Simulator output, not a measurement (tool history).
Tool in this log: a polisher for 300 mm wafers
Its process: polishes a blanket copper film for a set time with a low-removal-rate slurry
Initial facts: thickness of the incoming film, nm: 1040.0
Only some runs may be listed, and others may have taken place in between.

run	hour	flow of slurry (ml/min)	pressure of the wafer on the pad (psi)	speed of the pad under the wafer (cm/s)	abrasive content of the slurry	polishing time (s)	film removed (nm)
1	0.0	300	3.2	128	1.0	109	351.80
2	6.8	300	2.9	128	1.0	109	325.60
3	14.1	300	2.9	140	1.0	109	339.96
4	15.9	300	2.7	140	1.0	109	325.65
5	19.6	300	2.7	140	0.8	109	315.44
6	22.5	300	2.7	140	0.8	109	308.83
7	27.6	300	2.5	140	0.8	109	293.82

Run 8, settings as shown, results not yet in. Your forecast:
8	35.7	300	2.4	140	0.8	109	?

Logged for run 8: film removed (nm) 275.77.
